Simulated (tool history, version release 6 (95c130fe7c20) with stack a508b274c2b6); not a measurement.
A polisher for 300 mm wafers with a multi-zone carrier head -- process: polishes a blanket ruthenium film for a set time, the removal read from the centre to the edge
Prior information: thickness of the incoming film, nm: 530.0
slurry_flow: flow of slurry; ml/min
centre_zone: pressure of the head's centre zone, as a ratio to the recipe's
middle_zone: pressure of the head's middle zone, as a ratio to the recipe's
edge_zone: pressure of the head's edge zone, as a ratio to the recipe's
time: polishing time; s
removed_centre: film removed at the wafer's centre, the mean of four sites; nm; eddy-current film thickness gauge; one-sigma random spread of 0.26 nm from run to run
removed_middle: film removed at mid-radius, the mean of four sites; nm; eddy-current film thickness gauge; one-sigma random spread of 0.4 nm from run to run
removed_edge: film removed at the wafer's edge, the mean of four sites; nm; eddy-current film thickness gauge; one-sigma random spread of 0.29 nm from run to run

run	hour	slurry_flow	centre_zone	middle_zone	edge_zone	time	removed_centre	removed_middle	removed_edge
1	0.0	185	1.00	1.00	1.00	38	40.093	39.985	39.818
2	6.4	185	1.00	0.96	1.00	38	39.980	39.459	39.939
3	7.1	185	1.07	0.96	1.00	38	43.803	39.519	40.028
4	8.4	185	1.07	0.96	1.00	31	35.142	32.438	32.913
5	10.3	155	1.07	0.96	1.00	31	34.029	30.515	31.710
6	15.0	150	1.08	1.00	0.96	29	31.812	30.030	29.666
7	18.3	150	1.11	1.02	0.92	27	30.293	27.866	26.669
8	27.0	140	1.13	1.12	0.82	26	29.123	28.384	23.891

Forecast run 9:
9	31.2	135	1.13	1.12	0.82	26	?	?	?

removed_centre: 29.277 nm
removed_middle: 28.558 nm
removed_edge: 23.353 nm
